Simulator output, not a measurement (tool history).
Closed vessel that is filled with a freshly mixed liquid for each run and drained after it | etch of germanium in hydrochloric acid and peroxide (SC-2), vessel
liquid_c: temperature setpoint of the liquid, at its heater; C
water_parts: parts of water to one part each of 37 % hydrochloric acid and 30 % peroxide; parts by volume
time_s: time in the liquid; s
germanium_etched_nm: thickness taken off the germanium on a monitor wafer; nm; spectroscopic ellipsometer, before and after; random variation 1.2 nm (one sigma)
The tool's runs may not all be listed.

run	hour	liquid_c	water_parts	time_s	germanium_etched_nm
1	0.0	57.0	8.5	95	299.91
2	2.0	53.5	8.5	95	269.20
3	4.0	53.0	8.5	95	264.01
4	9.3	52.5	8.5	95	264.17
5	18.2	52.5	8.5	95	260.15
6	22.9	52.0	8.5	95	255.29
7	24.3	52.0	8.5	95	257.91

Run 8 comes next. What will it give?
8	28.7	47.0	8.5	95	?

Run 8 gave germanium_etched_nm 219.81 nm.

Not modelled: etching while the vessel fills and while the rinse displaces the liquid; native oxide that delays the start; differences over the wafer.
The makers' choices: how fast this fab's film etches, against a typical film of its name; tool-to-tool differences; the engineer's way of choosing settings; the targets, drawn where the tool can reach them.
